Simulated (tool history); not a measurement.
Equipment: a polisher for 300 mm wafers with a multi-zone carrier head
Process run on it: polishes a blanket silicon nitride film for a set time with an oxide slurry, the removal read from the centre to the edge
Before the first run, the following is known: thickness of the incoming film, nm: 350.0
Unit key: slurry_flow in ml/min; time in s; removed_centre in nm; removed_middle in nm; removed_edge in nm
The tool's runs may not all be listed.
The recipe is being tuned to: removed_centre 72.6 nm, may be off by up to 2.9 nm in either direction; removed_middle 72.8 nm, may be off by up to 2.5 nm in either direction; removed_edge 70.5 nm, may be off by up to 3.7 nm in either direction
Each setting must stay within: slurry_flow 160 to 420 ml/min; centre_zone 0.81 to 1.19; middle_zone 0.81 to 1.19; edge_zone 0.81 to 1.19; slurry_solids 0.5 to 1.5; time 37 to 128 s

run 1 hour=0 | slurry_flow=270 centre_zone=1 middle_zone=1 edge_zone=1 slurry_solids=1 time=82 | removed_centre=48.766 removed_middle=49.036 removed_edge=49.526
run 2 hour=3.6 | slurry_flow=270 centre_zone=1.01 middle_zone=1.02 edge_zone=1.02 slurry_solids=1.1 time=83 | removed_centre=51.472 removed_middle=52.246 removed_edge=51.791
run 3 hour=9.1 | slurry_flow=270 centre_zone=1.02 middle_zone=1.02 edge_zone=1.03 slurry_solids=1.15 time=85 | removed_centre=55.629 removed_middle=54.311 removed_edge=54.586
run 4 hour=14.8 | slurry_flow=315 centre_zone=1.02 middle_zone=1.02 edge_zone=1.03 slurry_solids=1.15 time=85 | removed_centre=54.934 removed_middle=54.404 removed_edge=54.383
run 5 hour=20.6 | slurry_flow=315 centre_zone=1.02 middle_zone=1.03 edge_zone=1.04 slurry_solids=1.2 time=87 | removed_centre=56.421 removed_middle=56.712 removed_edge=55.839
run 6 hour=28.7 | slurry_flow=315 centre_zone=1.02 middle_zone=1.03 edge_zone=1.05 slurry_solids=1.25 time=89 | removed_centre=58.195 removed_middle=59.409 removed_edge=59.958
run 7 hour=34.9 | slurry_flow=315 centre_zone=1.03 middle_zone=1.04 edge_zone=1.05 slurry_solids=1.3 time=90 | removed_centre=61.003 removed_middle=61.995 removed_edge=60.452
run 8 hour=37.6 | slurry_flow=315 centre_zone=1.04 middle_zone=1.04 edge_zone=1.06 slurry_solids=1.35 time=91 | removed_centre=63.184 removed_middle=63.06 removed_edge=61.554
run 9 hour=39.3 | slurry_flow=315 centre_zone=1.04 middle_zone=1.04 edge_zone=1.06 slurry_solids=1.35 time=92 | removed_centre=63.65 removed_middle=63.265 removed_edge=61.398
run 10 hour=43.1 | slurry_flow=315 centre_zone=1.04 middle_zone=1.04 edge_zone=1.07 slurry_solids=1.35 time=93 | removed_centre=65.267 removed_middle=64.018 removed_edge=63.526
run 11 hour=50.7 | slurry_flow=315 centre_zone=1.04 middle_zone=1.05 edge_zone=1.08 slurry_solids=1.35 time=94 | removed_centre=64.882 removed_middle=65.468 removed_edge=64.467
run 12 hour=53.4 | slurry_flow=315 centre_zone=1.04 middle_zone=1.05 edge_zone=1.08 slurry_solids=1.35 time=95 | removed_centre=65.112 removed_middle=65.382 removed_edge=66.381
run 13 hour=54.6 | slurry_flow=315 centre_zone=1.05 middle_zone=1.06 edge_zone=1.08 slurry_solids=1.35 time=95 | removed_centre=66.324 removed_middle=66.762 removed_edge=65.425
run 14 hour=60.9 | slurry_flow=315 centre_zone=1.05 middle_zone=1.06 edge_zone=1.09 slurry_solids=1.35 time=95 | removed_centre=64.947 removed_middle=66.707 removed_edge=66.445
run 15 hour=62 | slurry_flow=315 centre_zone=1.05 middle_zone=1.06 edge_zone=1.09 slurry_solids=1.35 time=95 | removed_centre=66.873 removed_middle=66.801 removed_edge=65.025
run 16 hour=67.1 | slurry_flow=315 centre_zone=1.05 middle_zone=1.06 edge_zone=1.09 slurry_solids=1.35 time=96 | removed_centre=68.496 removed_middle=67.412 removed_edge=66.641
run 17 hour=72.6 | slurry_flow=315 centre_zone=1.05 middle_zone=1.07 edge_zone=1.1 slurry_solids=1.35 time=96 | removed_centre=67.933 removed_middle=68.748 removed_edge=67.087
run 18 hour=80.1 | slurry_flow=315 centre_zone=1.05 middle_zone=1.07 edge_zone=1.11 slurry_solids=1.35 time=96 | removed_centre=69.028 removed_middle=67.852 removed_edge=67.618
run 19 hour=85.7 | slurry_flow=315 centre_zone=1.05 middle_zone=1.08 edge_zone=1.11 slurry_solids=1.35 time=96 | removed_centre=67.115 removed_middle=69.488 removed_edge=67.157
run 20 hour=89.1 | slurry_flow=315 centre_zone=1.06 middle_zone=1.08 edge_zone=1.11 slurry_solids=1.35 time=96 | removed_centre=66.959 removed_middle=68.751 removed_edge=67.277
run 21 hour=90.4 | slurry_flow=315 centre_zone=1.07 middle_zone=1.08 edge_zone=1.11 slurry_solids=1.35 time=96 | removed_centre=69.429 removed_middle=69.18 removed_edge=66.826

Consider the 5 candidate settings below. Which is the only one whose results all fall within their allowed miss of target?
run A hour=91.7 | slurry_flow=340 centre_zone=1.08 middle_zone=1.1 edge_zone=1.1 slurry_solids=1.35 time=92 | removed_centre=? removed_middle=? removed_edge=?
run B hour=91.7 | slurry_flow=360 centre_zone=1.15 middle_zone=1.08 edge_zone=1.04 slurry_solids=1.4 time=93 | removed_centre=? removed_middle=? removed_edge=?
run C hour=91.7 | slurry_flow=245 centre_zone=1.08 middle_zone=1.08 edge_zone=1.11 slurry_solids=1.45 time=101 | removed_centre=? removed_middle=? removed_edge=?
run D hour=91.7 | slurry_flow=240 centre_zone=1 middle_zone=1.04 edge_zone=1.14 slurry_solids=1.2 time=104 | removed_centre=? removed_middle=? removed_edge=?
run E hour=91.7 | slurry_flow=290 centre_zone=1.11 middle_zone=1.13 edge_zone=1.1 slurry_solids=1.35 time=91 | removed_centre=? removed_middle=? removed_edge=?

move=A removed_centre=66.27 removed_middle=67.593 removed_edge=63.664
move=B removed_centre=71.989 removed_middle=68.256 removed_edge=63.647
move=C removed_centre=72.413 removed_middle=72.896 removed_edge=70.456
move=D removed_centre=65.518 removed_middle=68.498 removed_edge=69.26
move=E removed_centre=66.386 removed_middle=67.651 removed_edge=62.413
A: its largest miss is bigger than the last run's
B: its largest miss is bigger than the last run's
C: every result lands within tolerance
D: its largest miss is bigger than the last run's
E: its largest miss is bigger than the last run's
C is the move that brings every result within its allowed miss.
